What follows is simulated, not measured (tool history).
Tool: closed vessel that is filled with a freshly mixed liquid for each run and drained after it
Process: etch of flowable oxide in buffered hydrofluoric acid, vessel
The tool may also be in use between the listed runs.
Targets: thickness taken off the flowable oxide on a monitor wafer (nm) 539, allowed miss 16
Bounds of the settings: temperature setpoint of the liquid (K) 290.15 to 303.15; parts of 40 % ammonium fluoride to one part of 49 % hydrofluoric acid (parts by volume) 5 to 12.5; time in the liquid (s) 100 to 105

run  hour  temperature setpoint of the liquid (K)  parts of 40 % ammonium fluoride to one part of 49 % hydrofluoric acid (parts by volume)  time in the liquid (s)  thickness taken off the flowable oxide on a monitor wafer (nm)
  1     0                                  295.15                                                                                      7.5                     100                                                          398.78
  2   1.7                                  295.65                                                                                      7.5                     100                                                          416.76
  3   6.9                                  295.65                                                                                      7.5                     100                                                          418.53
  4    15                                  295.65                                                                                      7.5                     100                                                          414.95
  5  21.6                                  296.15                                                                                      7.5                     100                                                          420.09
  6  24.6                                  296.15                                                                                      7.5                     105                                                          442.58
  7  28.2                                  296.15                                                                                      7.5                     105                                                          443.09
  8  33.1                                  296.65                                                                                      7.5                     105                                                          450.87
  9  36.7                                  297.15                                                                                      7.5                     105                                                          467.54
 10  44.9                                  297.15                                                                                      7.5                     105                                                           471.4
 11  49.4                                  297.65                                                                                      7.5                     105                                                          485.45
 12  51.9                                  298.65                                                                                      7.5                     105                                                           507.9
 13  55.8                                  299.15                                                                                      7.5                     105                                                          522.26

Which of these 4 next moves meets every target?
  A  59.7                                  296.65                                                                                      6.5                     100                                                               ?
  B  59.7                                  299.15                                                                                      7.5                     100                                                               ?
  C  59.7                                  297.15                                                                                        7                     105                                                               ?
  D  59.7                                  299.65                                                                                      7.5                     105                                                               ?

move  thickness taken off the flowable oxide on a monitor wafer (nm)
   A                                                          496.38
   B                                                          494.75
   C                                                          502.24
   D                                                          533.61
A: further off than the last run
B: further off than the last run
C: further off than the last run
D: meets every target
Answer: D
